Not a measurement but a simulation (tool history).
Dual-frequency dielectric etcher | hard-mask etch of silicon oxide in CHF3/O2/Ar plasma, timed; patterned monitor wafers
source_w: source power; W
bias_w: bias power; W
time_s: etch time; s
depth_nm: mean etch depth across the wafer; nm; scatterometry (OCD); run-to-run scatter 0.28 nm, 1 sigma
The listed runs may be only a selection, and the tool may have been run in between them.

run 1 hour=0 | source_w=460 bias_w=172 time_s=28 | depth_nm=49.887
run 2 hour=2.7 | source_w=460 bias_w=160 time_s=28 | depth_nm=49.345
run 3 hour=5.6 | source_w=450 bias_w=158 time_s=28 | depth_nm=48.63
run 4 hour=12.4 | source_w=450 bias_w=179 time_s=28 | depth_nm=50.542
run 5 hour=18.1 | source_w=510 bias_w=179 time_s=28 | depth_nm=51.802
run 6 hour=25.4 | source_w=510 bias_w=165 time_s=28 | depth_nm=51.115

What does the tool deliver on the next run?
run 7 hour=29.7 | source_w=490 bias_w=160 time_s=28 | depth_nm=?

Run 7 measured depth_nm 50.329 nm.

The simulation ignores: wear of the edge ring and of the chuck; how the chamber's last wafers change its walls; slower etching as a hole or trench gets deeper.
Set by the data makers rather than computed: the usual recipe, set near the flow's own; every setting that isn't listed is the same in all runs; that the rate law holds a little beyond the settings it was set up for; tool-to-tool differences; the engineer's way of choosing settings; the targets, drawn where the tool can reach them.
